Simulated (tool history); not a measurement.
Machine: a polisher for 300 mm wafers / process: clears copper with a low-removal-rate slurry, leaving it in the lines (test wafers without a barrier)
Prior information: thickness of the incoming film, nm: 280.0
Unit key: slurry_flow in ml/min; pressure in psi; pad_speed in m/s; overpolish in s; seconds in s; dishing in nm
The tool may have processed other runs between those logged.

run	day	slurry_flow	pressure	pad_speed	slurry_solids	overpolish	seconds	dishing
1	0.000	210	2.0	1.22	1.0	12	91.728	15.9660
2	0.217	210	2.0	1.38	1.0	12	83.461	16.8020
3	0.346	210	2.1	1.38	1.0	13	81.138	18.0020
4	0.417	210	2.1	1.38	0.8	13	84.608	17.6560
5	0.612	210	2.1	1.38	0.8	10	84.007	15.2700
6	0.883	210	2.1	1.38	0.8	5	83.980	9.1945
7	1.246	205	2.2	1.38	0.8	7	80.671	12.2330
8	1.508	200	2.3	1.36	0.8	8	79.476	13.8170
9	1.608	200	2.4	1.34	0.8	8	78.602	13.4860

The next listed run, before its measurement:
10	1.654	200	2.4	1.34	0.8	8	?	?

Run 10 came out at seconds 78.517 s, dishing 13.9870 nm.
